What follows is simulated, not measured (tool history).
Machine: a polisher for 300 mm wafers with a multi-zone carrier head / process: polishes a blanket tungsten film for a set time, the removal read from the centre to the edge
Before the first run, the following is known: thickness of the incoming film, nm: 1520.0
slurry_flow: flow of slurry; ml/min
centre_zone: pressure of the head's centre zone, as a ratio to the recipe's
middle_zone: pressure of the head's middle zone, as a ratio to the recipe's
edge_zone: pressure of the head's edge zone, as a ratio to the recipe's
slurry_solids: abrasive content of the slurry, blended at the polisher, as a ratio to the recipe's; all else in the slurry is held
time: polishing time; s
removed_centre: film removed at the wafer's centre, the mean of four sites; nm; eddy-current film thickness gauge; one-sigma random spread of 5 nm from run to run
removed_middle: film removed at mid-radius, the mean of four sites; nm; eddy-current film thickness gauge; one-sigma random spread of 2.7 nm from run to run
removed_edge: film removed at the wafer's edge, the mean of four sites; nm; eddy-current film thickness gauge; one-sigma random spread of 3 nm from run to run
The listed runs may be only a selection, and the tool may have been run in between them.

run	hour	slurry_flow	centre_zone	middle_zone	edge_zone	slurry_solids	time	removed_centre	removed_middle	removed_edge
1	0	255	1	1	1	1	57	337.56	324.35	313.45
2	2.6	300	1	1	1	1	57	339.75	328.58	318.94
3	7.9	300	1	1	1	1	50	298.08	291.15	280.62
4	12	315	1.01	1.01	1.06	1.15	55	343.13	331.01	325.63
5	16	315	1.01	1.01	1.06	1	55	334.52	324.47	318.32
6	19.1	315	1.01	1.01	1.14	1	55	326.12	320.56	326.89
7	19.7	325	1.01	1.02	1.16	1.15	59	371.34	359.86	368.97

Expected results for the next run?
8	20.5	330	1.01	1.03	1.17	1.25	61	?	?	?

For run 8 the tool returned removed_centre 389.13 nm, removed_middle 383.43 nm, removed_edge 388.83 nm.

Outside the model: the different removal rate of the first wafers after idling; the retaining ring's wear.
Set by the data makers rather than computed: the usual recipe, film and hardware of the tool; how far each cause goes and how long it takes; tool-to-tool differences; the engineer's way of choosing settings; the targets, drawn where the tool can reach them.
